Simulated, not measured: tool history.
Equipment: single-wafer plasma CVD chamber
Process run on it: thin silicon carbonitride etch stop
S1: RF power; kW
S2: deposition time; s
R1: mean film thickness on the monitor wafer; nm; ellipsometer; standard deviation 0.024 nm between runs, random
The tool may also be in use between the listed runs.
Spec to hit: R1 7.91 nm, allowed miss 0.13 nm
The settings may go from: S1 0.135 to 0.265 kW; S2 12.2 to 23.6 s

run	hour	S1	S2	R1
1	0	0.2	17.9	9.9626
2	1.4	0.2	19.6	10.906
3	5.4	0.19	18.9	10.363
4	12	0.185	18.3	9.895
5	18.7	0.18	17.9	9.5676
6	27.2	0.175	17.6	9.3628
7	30.3	0.17	17.3	9.0792
8	34.2	0.14	15.5	7.6415

Of the 4 settings listed for the next run, only one would bring every result within its allowed miss of target. Which one?
A	38.1	0.14	15.6	?
B	38.1	0.135	16.3	?
C	38.1	0.145	16.6	?
D	38.1	0.135	17.2	?

move	R1
A	7.6498
B	7.8913
C	8.2408
D	8.327
A: neither nearer nor further off than the last run
B: meets every target
C: the result that was furthest off in the last run now lies on the other side of its target
D: the result that was furthest off in the last run now lies on the other side of its target
B is the move that brings every result within its allowed miss.

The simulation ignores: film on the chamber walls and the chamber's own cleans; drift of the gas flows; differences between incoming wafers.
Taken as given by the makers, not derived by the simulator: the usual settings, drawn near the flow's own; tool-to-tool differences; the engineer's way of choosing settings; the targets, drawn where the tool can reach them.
